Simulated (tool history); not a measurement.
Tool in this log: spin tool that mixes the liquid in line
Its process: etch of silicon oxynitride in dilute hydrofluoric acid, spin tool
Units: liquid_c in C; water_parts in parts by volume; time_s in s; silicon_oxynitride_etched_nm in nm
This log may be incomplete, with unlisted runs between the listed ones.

| run | day | liquid_c | water_parts | time_s | silicon_oxynitride_etched_nm |
|---|---|---|---|---|---|
| 1 | 0 | 22 | 280 | 280 | 2.3249 |
| 2 | 0.138 | 21 | 285 | 280 | 2.1359 |
| 3 | 0.288 | 23.5 | 285 | 280 | 2.4323 |
| 4 | 0.546 | 22 | 285 | 280 | 2.2612 |
| 5 | 0.804 | 21 | 285 | 280 | 2.1442 |
| 6 | 1.083 | 21 | 235 | 280 | 2.6852 |
| 7 | 1.121 | 20 | 245 | 280 | 2.4351 |

Forecast run 8:
| 8 | 1.417 | 20 | 245 | 280 | ? |

For run 8 the tool returned silicon_oxynitride_etched_nm 2.431 nm.

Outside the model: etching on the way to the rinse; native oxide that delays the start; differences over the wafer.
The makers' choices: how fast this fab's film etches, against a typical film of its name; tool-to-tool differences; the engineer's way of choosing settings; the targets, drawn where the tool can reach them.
